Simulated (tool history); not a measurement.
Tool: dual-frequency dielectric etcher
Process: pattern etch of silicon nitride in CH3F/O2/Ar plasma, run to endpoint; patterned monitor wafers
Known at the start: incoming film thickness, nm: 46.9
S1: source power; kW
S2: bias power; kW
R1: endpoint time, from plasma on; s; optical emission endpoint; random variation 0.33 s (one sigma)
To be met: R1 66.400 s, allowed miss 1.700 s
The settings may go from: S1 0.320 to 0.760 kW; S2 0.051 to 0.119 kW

run,hour,S1,S2,R1
1,0.0,0.540,0.085,59.496
2,7.1,0.540,0.091,57.431
3,13.5,0.630,0.091,54.124
4,20.9,0.600,0.090,55.400
5,23.7,0.580,0.089,56.059
6,27.5,0.580,0.096,55.033
7,34.6,0.550,0.095,56.020
8,43.4,0.530,0.094,57.428
9,46.4,0.510,0.093,58.783
10,53.8,0.490,0.092,60.035
11,54.4,0.480,0.092,59.826

5 next moves are on the table. One of them brings every result within its allowed miss. Which?
A,55.0,0.450,0.090,?
B,55.0,0.500,0.082,?
C,55.0,0.390,0.091,?
D,55.0,0.470,0.085,?
E,55.0,0.450,0.093,?

move,R1
A,62.439
B,61.737
C,66.329
D,62.597
E,61.652
A: nearer than the last run, and not there yet
B: nearer than the last run, and not there yet
C: meets every target
D: nearer than the last run, and not there yet
E: nearer than the last run, and not there yet
Move C is the one to make.
